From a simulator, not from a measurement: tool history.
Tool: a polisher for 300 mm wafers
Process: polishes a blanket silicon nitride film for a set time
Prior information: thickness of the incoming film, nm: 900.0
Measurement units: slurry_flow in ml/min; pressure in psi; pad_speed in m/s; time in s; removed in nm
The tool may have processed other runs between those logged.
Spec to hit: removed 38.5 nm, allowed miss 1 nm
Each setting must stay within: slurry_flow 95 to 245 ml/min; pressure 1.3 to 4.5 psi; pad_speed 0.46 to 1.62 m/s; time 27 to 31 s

run,day,slurry_flow,pressure,pad_speed,time,removed
1,0,155,2.9,1.04,31,46.119
2,0.138,155,3.1,1.04,31,49.545
3,0.196,155,3.1,1.28,31,59.009
4,0.508,150,2.9,1.28,31,54.953
5,0.792,145,2.7,1.28,31,51.165
6,0.938,120,2.7,1.28,31,49.31
7,1.125,115,2.6,1.28,31,47.31
8,1.483,115,2.5,1.28,31,45.367
9,1.838,115,2.4,1.28,31,43.687
10,2.133,115,2.3,1.28,31,41.978
11,2.262,110,2.2,1.28,31,40

Pick the move, out of 4, that brings all results within their allowed miss; only one does.
A,2.392,175,2.4,1.38,27,?
B,2.392,105,2.2,1.24,30,?
C,2.392,110,2.1,1.44,29,?
D,2.392,105,2.4,1.28,30,?

move,removed
A,43.821
B,37.146
C,39.149
D,41.43
A: further off than the last run
B: takes the result that was furthest off past its target
C: all results land within tolerance of their targets
D: further off than the last run
C is the move that brings every result within its allowed miss.
